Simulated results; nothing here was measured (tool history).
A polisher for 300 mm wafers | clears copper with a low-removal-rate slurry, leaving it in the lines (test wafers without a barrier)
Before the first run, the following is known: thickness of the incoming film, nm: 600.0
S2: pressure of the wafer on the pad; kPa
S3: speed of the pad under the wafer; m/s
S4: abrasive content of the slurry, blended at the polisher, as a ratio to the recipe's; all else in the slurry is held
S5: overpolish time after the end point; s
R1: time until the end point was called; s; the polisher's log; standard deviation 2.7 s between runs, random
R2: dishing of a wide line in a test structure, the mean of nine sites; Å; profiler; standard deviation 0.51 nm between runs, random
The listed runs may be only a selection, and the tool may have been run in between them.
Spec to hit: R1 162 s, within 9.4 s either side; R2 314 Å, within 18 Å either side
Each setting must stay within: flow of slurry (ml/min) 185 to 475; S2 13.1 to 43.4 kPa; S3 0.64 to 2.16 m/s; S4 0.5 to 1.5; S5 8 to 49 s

{"run": 1, "day": 0.0, "flow of slurry (ml/min)": 305, "S2": 28.3, "S3": 1.4, "S4": 1, "S5": 25, "R1": 106.88, "R2": 431.58}
{"run": 2, "day": 0.096, "flow of slurry (ml/min)": 305, "S2": 28.3, "S3": 1.4, "S4": 1, "S5": 36, "R1": 107.81, "R2": 457.52}
{"run": 3, "day": 0.15, "flow of slurry (ml/min)": 305, "S2": 25.5, "S3": 1.4, "S4": 1, "S5": 36, "R1": 116.57, "R2": 436.84}
{"run": 4, "day": 0.288, "flow of slurry (ml/min)": 305, "S2": 23.4, "S3": 1.4, "S4": 1, "S5": 32, "R1": 125.92, "R2": 419.59}
{"run": 5, "day": 0.654, "flow of slurry (ml/min)": 305, "S2": 21.4, "S3": 1.42, "S4": 1, "S5": 28, "R1": 135.85, "R2": 400.36}
{"run": 6, "day": 0.721, "flow of slurry (ml/min)": 305, "S2": 21.4, "S3": 1.42, "S4": 0.8, "S5": 28, "R1": 141.01, "R2": 400.22}
{"run": 7, "day": 0.892, "flow of slurry (ml/min)": 305, "S2": 20, "S3": 1.44, "S4": 0.9, "S5": 25, "R1": 141.55, "R2": 367.46}
{"run": 8, "day": 1.238, "flow of slurry (ml/min)": 305, "S2": 19.3, "S3": 1.44, "S4": 0.9, "S5": 24, "R1": 148.06, "R2": 360.08}
{"run": 9, "day": 1.612, "flow of slurry (ml/min)": 305, "S2": 18.6, "S3": 1.44, "S4": 0.9, "S5": 23, "R1": 156.38, "R2": 346.52}
{"run": 10, "day": 1.833, "flow of slurry (ml/min)": 305, "S2": 18.6, "S3": 1.44, "S4": 0.9, "S5": 22, "R1": 163.34, "R2": 339.9}
{"run": 11, "day": 2.146, "flow of slurry (ml/min)": 305, "S2": 18.6, "S3": 1.44, "S4": 0.9, "S5": 21, "R1": 160.77, "R2": 335.77}

Which of these 5 next moves meets every target?
{"run": "A", "day": 2.458, "flow of slurry (ml/min)": 275, "S2": 15.9, "S3": 1.62, "S4": 1, "S5": 21, "R1": "?", "R2": "?"}
{"run": "B", "day": 2.458, "flow of slurry (ml/min)": 235, "S2": 16.5, "S3": 1.28, "S4": 1.35, "S5": 29, "R1": "?", "R2": "?"}
{"run": "C", "day": 2.458, "flow of slurry (ml/min)": 185, "S2": 24.8, "S3": 1.3, "S4": 0.6, "S5": 24, "R1": "?", "R2": "?"}
{"run": "D", "day": 2.458, "flow of slurry (ml/min)": 260, "S2": 19.3, "S3": 1.72, "S4": 0.8, "S5": 20, "R1": "?", "R2": "?"}
{"run": "E", "day": 2.458, "flow of slurry (ml/min)": 375, "S2": 14.5, "S3": 1.68, "S4": 1.05, "S5": 26, "R1": "?", "R2": "?"}

move=A R1=164.37 R2=323.7
move=B R1=183.98 R2=356.84
move=C R1=146.84 R2=373.65
move=D R1=135.61 R2=351.29
move=E R1=167.53 R2=350.28
A: in spec on every target
B: misses by more than the last run did
C: misses by more than the last run did
D: misses by more than the last run did
E: misses by more than the last run did
The right move is A.
